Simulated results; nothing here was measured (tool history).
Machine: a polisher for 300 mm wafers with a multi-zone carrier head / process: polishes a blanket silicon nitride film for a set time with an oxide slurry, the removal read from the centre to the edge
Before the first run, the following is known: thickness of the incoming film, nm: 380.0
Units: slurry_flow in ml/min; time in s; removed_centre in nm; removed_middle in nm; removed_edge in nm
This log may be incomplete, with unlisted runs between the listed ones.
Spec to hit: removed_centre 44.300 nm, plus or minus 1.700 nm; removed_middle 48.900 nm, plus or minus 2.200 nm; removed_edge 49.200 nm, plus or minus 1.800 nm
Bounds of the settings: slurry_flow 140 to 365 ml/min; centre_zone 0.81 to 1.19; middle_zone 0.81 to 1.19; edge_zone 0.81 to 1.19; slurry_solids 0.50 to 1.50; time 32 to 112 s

Run 1, hour 0.0: slurry_flow 235 ml/min, centre_zone 1.00, middle_zone 1.00, edge_zone 1.00, slurry_solids 1.00, time 72 s. Result: removed_centre 41.133 nm, removed_middle 40.079 nm, removed_edge 41.790 nm.
Run 2, hour 8.8: slurry_flow 240 ml/min, centre_zone 1.00, middle_zone 1.02, edge_zone 1.03, slurry_solids 1.05, time 72 s. Result: removed_centre 42.443 nm, removed_middle 39.830 nm, removed_edge 43.068 nm.
Run 3, hour 14.4: slurry_flow 240 ml/min, centre_zone 0.97, middle_zone 1.04, edge_zone 1.02, slurry_solids 1.10, time 73 s. Result: removed_centre 43.134 nm, removed_middle 42.444 nm, removed_edge 44.906 nm.
Run 4, hour 21.2: slurry_flow 240 ml/min, centre_zone 0.97, middle_zone 1.04, edge_zone 0.96, slurry_solids 1.10, time 73 s. Result: removed_centre 42.260 nm, removed_middle 42.770 nm, removed_edge 43.374 nm.
Run 5, hour 22.0: slurry_flow 265 ml/min, centre_zone 0.97, middle_zone 1.04, edge_zone 0.96, slurry_solids 1.10, time 73 s. Result: removed_centre 43.156 nm, removed_middle 44.729 nm, removed_edge 43.220 nm.
Run 6, hour 27.7: slurry_flow 265 ml/min, centre_zone 0.97, middle_zone 1.04, edge_zone 0.96, slurry_solids 1.10, time 89 s. Result: removed_centre 52.012 nm, removed_middle 53.510 nm, removed_edge 53.867 nm.
Run 7, hour 28.5: slurry_flow 260 ml/min, centre_zone 0.96, middle_zone 1.03, edge_zone 0.95, slurry_solids 1.10, time 89 s. Result: removed_centre 52.918 nm, removed_middle 53.832 nm, removed_edge 53.956 nm.
Run 8, hour 29.9: slurry_flow 255 ml/min, centre_zone 0.94, middle_zone 1.03, edge_zone 0.95, slurry_solids 1.05, time 89 s. Result: removed_centre 49.387 nm, removed_middle 50.613 nm, removed_edge 51.440 nm.
Run 9, hour 31.7: slurry_flow 250 ml/min, centre_zone 0.92, middle_zone 1.04, edge_zone 0.95, slurry_solids 1.05, time 89 s. Result: removed_centre 49.292 nm, removed_middle 52.797 nm, removed_edge 52.418 nm.
Run 10, hour 36.9: slurry_flow 245 ml/min, centre_zone 0.85, middle_zone 0.99, edge_zone 0.90, slurry_solids 0.90, time 89 s. Result: removed_centre 43.984 nm, removed_middle 46.611 nm, removed_edge 47.217 nm.

Next run, 4 choices. One meets every target within its allowed miss, the rest don't. Which?
Run A, hour 42.1: slurry_flow 270 ml/min, centre_zone 0.90, middle_zone 1.12, edge_zone 0.83, slurry_solids 1.00, time 89 s. Result: removed_centre ?, removed_middle ?, removed_edge ?.
Run B, hour 42.1: slurry_flow 240 ml/min, centre_zone 0.84, middle_zone 1.02, edge_zone 0.93, slurry_solids 0.85, time 93 s. Result: removed_centre ?, removed_middle ?, removed_edge ?.
Run C, hour 42.1: slurry_flow 225 ml/min, centre_zone 1.00, middle_zone 0.96, edge_zone 0.81, slurry_solids 0.70, time 97 s. Result: removed_centre ?, removed_middle ?, removed_edge ?.
Run D, hour 42.1: slurry_flow 250 ml/min, centre_zone 0.87, middle_zone 0.98, edge_zone 0.89, slurry_solids 0.80, time 88 s. Result: removed_centre ?, removed_middle ?, removed_edge ?.

move  removed_centre  removed_middle  removed_edge
   A          47.599          54.726        49.711
   B          43.365          48.530        49.814
   C          46.599          43.587        45.152
   D          41.192          43.430        45.397
A: brings the result that was furthest off to its target, and leaves another outside
B: every result within its allowed miss
C: further off than the last run
D: further off than the last run
Go with B: it meets all targets.
